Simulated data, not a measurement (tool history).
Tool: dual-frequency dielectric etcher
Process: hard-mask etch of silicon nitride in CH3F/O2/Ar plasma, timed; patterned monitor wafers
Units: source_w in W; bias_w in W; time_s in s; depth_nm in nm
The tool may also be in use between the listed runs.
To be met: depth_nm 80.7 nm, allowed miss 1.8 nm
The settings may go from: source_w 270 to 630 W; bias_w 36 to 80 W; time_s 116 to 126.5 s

Run 1, hour 0: source_w 450 W, bias_w 58 W, time_s 126.5 s. Result: depth_nm 91.491 nm.
Run 2, hour 8.6: source_w 520 W, bias_w 58 W, time_s 126.5 s. Result: depth_nm 97.552 nm.
Run 3, hour 13.1: source_w 480 W, bias_w 57 W, time_s 126 s. Result: depth_nm 92.995 nm.
Run 4, hour 14.2: source_w 480 W, bias_w 57 W, time_s 116 s. Result: depth_nm 86 nm.
Run 5, hour 21.2: source_w 480 W, bias_w 57 W, time_s 126.5 s. Result: depth_nm 93.309 nm.
Run 6, hour 21.9: source_w 450 W, bias_w 56 W, time_s 126.5 s. Result: depth_nm 89.436 nm.
Run 7, hour 29: source_w 430 W, bias_w 55 W, time_s 126.5 s. Result: depth_nm 88.266 nm.
Run 8, hour 33.9: source_w 340 W, bias_w 49 W, time_s 125 s. Result: depth_nm 72.584 nm.
Run 9, hour 37.2: source_w 340 W, bias_w 49 W, time_s 125 s. Result: depth_nm 73.078 nm.
Run 10, hour 39.8: source_w 360 W, bias_w 49 W, time_s 125 s. Result: depth_nm 74.361 nm.
Run 11, hour 43.6: source_w 380 W, bias_w 49 W, time_s 125 s. Result: depth_nm 76.823 nm.
Run 12, hour 48.4: source_w 380 W, bias_w 49 W, time_s 125 s. Result: depth_nm 76.126 nm.
Run 13, hour 49.1: source_w 390 W, bias_w 49 W, time_s 125 s. Result: depth_nm 78.189 nm.

5 next moves are on the table. One of them brings every result within its allowed miss. Which?
Run A, hour 49.8: source_w 440 W, bias_w 55 W, time_s 116 s. Result: depth_nm ?.
Run B, hour 49.8: source_w 390 W, bias_w 50 W, time_s 119 s. Result: depth_nm ?.
Run C, hour 49.8: source_w 390 W, bias_w 45 W, time_s 126.5 s. Result: depth_nm ?.
Run D, hour 49.8: source_w 430 W, bias_w 45 W, time_s 116 s. Result: depth_nm ?.
Run E, hour 49.8: source_w 380 W, bias_w 46 W, time_s 122.5 s. Result: depth_nm ?.

move  depth_nm
   A     81.55
   B    75.571
   C    76.387
   D    73.418
   E     73.82
A: meets every target
B: further off than the last run
C: further off than the last run
D: further off than the last run
E: further off than the last run
The right move is A.

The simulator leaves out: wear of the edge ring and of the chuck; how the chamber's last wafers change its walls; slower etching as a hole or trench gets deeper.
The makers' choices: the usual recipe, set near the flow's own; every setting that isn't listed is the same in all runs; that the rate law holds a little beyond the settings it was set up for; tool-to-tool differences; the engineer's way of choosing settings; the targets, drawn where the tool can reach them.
